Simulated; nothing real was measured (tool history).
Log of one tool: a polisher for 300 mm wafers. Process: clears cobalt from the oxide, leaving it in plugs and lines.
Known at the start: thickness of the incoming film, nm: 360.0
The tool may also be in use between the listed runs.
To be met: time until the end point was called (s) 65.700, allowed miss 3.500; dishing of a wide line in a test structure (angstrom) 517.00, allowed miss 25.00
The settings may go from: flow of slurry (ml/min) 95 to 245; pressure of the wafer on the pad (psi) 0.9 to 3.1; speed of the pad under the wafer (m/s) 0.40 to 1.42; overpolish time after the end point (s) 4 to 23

| run | hour | flow of slurry (ml/min) | pressure of the wafer on the pad (psi) | speed of the pad under the wafer (m/s) | overpolish time after the end point (s) | time until the end point was called (s) | dishing of a wide line in a test structure (angstrom) |
|---|---|---|---|---|---|---|---|
| 1 | 0.0 | 155 | 2.0 | 0.90 | 12 | 74.989 | 372.53 |
| 2 | 1.0 | 155 | 2.0 | 0.90 | 15 | 74.610 | 406.81 |
| 3 | 5.4 | 155 | 2.0 | 1.02 | 15 | 67.218 | 442.62 |
| 4 | 10.6 | 155 | 2.3 | 1.02 | 15 | 61.544 | 482.00 |
| 5 | 12.7 | 175 | 2.3 | 1.02 | 15 | 57.399 | 476.04 |
| 6 | 17.7 | 175 | 2.3 | 1.24 | 15 | 48.983 | 520.93 |
| 7 | 25.3 | 165 | 2.2 | 1.22 | 16 | 50.894 | 500.65 |
| 8 | 33.6 | 165 | 2.2 | 1.22 | 16 | 52.093 | 521.17 |
| 9 | 36.1 | 155 | 2.1 | 1.20 | 17 | 55.901 | 513.62 |
| 10 | 37.4 | 150 | 2.0 | 1.18 | 18 | 57.238 | 521.24 |

Which of these 4 next moves meets every target?
| A | 38.7 | 155 | 1.7 | 1.20 | 15 | ? | ? |
| B | 38.7 | 190 | 1.8 | 1.12 | 20 | ? | ? |
| C | 38.7 | 155 | 2.0 | 1.34 | 18 | ? | ? |
| D | 38.7 | 155 | 1.9 | 1.26 | 14 | ? | ? |

| move | time until the end point was called (s) | dishing of a wide line in a test structure (angstrom) |
|---|---|---|
| A | 65.828 | 444.79 |
| B | 65.312 | 504.79 |
| C | 51.741 | 525.99 |
| D | 57.332 | 459.10 |
A: brings the result that was furthest off to its target, and leaves another outside
B: meets every target
C: further off than the last run
D: as far off as the last run
Move B is the one to make.
